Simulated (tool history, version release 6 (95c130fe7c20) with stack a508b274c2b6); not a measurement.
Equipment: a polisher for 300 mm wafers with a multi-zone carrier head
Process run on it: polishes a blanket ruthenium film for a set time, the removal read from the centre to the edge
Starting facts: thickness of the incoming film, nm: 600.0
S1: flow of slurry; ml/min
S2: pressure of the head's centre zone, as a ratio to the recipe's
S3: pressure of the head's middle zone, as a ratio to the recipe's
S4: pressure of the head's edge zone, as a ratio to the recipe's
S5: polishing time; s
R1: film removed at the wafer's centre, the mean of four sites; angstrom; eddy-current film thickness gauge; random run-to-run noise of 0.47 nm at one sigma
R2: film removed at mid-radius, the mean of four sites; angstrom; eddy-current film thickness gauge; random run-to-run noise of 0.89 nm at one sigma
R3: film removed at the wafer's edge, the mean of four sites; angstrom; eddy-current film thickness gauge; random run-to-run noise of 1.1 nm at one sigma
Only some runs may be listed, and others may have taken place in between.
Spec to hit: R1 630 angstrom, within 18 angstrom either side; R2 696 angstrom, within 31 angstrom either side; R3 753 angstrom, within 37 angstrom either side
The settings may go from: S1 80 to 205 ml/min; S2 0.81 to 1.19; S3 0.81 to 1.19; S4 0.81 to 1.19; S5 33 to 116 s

run  hour   S1    S2    S3    S4  S5      R1      R2      R3
  1     0  135     1     1     1  74  1263.7  1257.1    1233
  2   3.7  150     1     1     1  74  1277.8    1259  1247.8
  3   5.7  145  0.95  0.97  0.99  65  1059.1  1074.1  1136.5
  4  14.6  145  0.99  0.97  0.99  65  1099.9  1077.3  1117.7
  5  19.2  135  0.96  0.97  0.96  58   946.2  941.45  951.01
  6  24.4  125  0.92  0.96  0.95  55  837.99  882.61  889.17
  7  31.7  115  0.89  0.93  0.94  54   776.4  826.66  867.03
  8  32.3  110  0.87  0.91  0.92  53  742.58  792.98  826.29
  9  37.1  105  0.85   0.9  0.92  52  698.43  770.44  829.21
 10  40.6  100  0.84  0.89   0.9  52  674.08  739.95  806.75
 11  49.3   95  0.84  0.89  0.88  52  670.38  725.92  790.92
 12  52.2   90  0.83  0.89  0.87  52  643.44  728.73  762.12
 13  53.6   90  0.83  0.88  0.87  52  649.12  716.52  781.62
     54.3  -- worn pad replaced by a new one
 14  54.3   85  0.83  0.88  0.84  51  658.17  719.66  797.16

Which of these 5 next moves meets every target?
  A    55  130  0.94  1.06  0.86  42   ?   ?   ?
  B    55   80   0.9  0.86   0.9  50   ?   ?   ?
  C    55  115  0.84   0.9  0.84  47   ?   ?   ?
  D    55  105  0.83  1.04  0.88  43   ?   ?   ?
  E    55   80  0.82  0.87  0.83  50   ?   ?   ?

move      R1      R2      R3
   A  698.61  767.99  697.13
   B  688.03  676.72  779.88
   C  676.02  729.29  759.03
   D  596.47  736.93   697.1
   E   626.4  683.56  751.86
A: misses by more than the last run did
B: misses by more than the last run did
C: misses by more than the last run did
D: moves the result that the last run missed by most past its target, out the other side
E: every result lands within tolerance
Go with E: it meets all targets.
